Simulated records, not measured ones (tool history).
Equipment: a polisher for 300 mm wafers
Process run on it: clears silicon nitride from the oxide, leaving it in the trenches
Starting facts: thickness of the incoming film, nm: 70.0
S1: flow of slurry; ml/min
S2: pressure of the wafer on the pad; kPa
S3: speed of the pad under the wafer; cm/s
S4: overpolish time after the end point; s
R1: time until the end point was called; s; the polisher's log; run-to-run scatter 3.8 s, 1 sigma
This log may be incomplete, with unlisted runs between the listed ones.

Run 1, day 0: S1 320 ml/min, S2 15.2 kPa, S3 88 cm/s, S4 41 s. Result: R1 131.66 s.
Run 2, day 0.046: S1 395 ml/min, S2 15.2 kPa, S3 88 cm/s, S4 41 s. Result: R1 124.33 s.
Run 3, day 0.108: S1 395 ml/min, S2 18.6 kPa, S3 88 cm/s, S4 41 s. Result: R1 106.56 s.
Run 4, day 0.379: S1 395 ml/min, S2 18.6 kPa, S3 88 cm/s, S4 44 s. Result: R1 106.43 s.
Run 5, day 0.454: S1 395 ml/min, S2 17.2 kPa, S3 86 cm/s, S4 44 s. Result: R1 116.9 s.
Run 6, day 0.779: S1 395 ml/min, S2 15.9 kPa, S3 84 cm/s, S4 44 s. Result: R1 132.79 s.
Run 7, day 0.862: S1 395 ml/min, S2 15.2 kPa, S3 84 cm/s, S4 44 s. Result: R1 134.88 s.
Run 8, day 1.112: S1 395 ml/min, S2 14.5 kPa, S3 84 cm/s, S4 44 s. Result: R1 140.3 s.

Estimate the outcome of run 9 from the log above:
Run 9, day 1.317: S1 395 ml/min, S2 13.8 kPa, S3 84 cm/s, S4 44 s. Result: R1 ?.

Run 9 came out at R1 148.3 s.
